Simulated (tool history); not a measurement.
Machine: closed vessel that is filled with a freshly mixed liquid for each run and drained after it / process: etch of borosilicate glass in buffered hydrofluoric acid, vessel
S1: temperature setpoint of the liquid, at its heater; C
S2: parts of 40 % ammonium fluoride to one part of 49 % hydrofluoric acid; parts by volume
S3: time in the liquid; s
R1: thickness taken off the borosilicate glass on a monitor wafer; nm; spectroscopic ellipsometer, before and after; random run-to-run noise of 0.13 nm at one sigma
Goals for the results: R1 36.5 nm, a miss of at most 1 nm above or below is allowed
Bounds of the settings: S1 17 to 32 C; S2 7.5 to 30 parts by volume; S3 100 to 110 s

run	day	S1	S2	S3	R1
1	0	24	20.5	100	63.556
2	0.212	22	20.5	100	57.344
3	0.358	22	20.5	100	57.425
4	0.467	21.5	21	100	54.488
5	0.733	21.5	26	100	47.288
6	0.871	21	26	100	45.946
7	1.071	20.5	26	100	44.666
8	1.133	20	26	100	43.258
9	1.333	19.5	26	100	41.991
10	1.5	18	26	100	38.581
11	1.575	17.5	26	100	37.79

Of the 5 settings listed for the next run, only one would bring every result within its allowed miss of target. Which one?
A	1.65	17.5	26	105	?
B	1.65	17	28.5	105	?
C	1.65	19.5	28.5	100	?
D	1.65	17	25.5	105	?
E	1.65	18	25.5	100	?

move	R1
A	39.646
B	36.156
C	39.598
D	39.075
E	39.359
A: its largest miss is bigger than the last run's
B: every result lands within tolerance
C: its largest miss is bigger than the last run's
D: its largest miss is bigger than the last run's
E: its largest miss is bigger than the last run's
The move that meets every target is B.

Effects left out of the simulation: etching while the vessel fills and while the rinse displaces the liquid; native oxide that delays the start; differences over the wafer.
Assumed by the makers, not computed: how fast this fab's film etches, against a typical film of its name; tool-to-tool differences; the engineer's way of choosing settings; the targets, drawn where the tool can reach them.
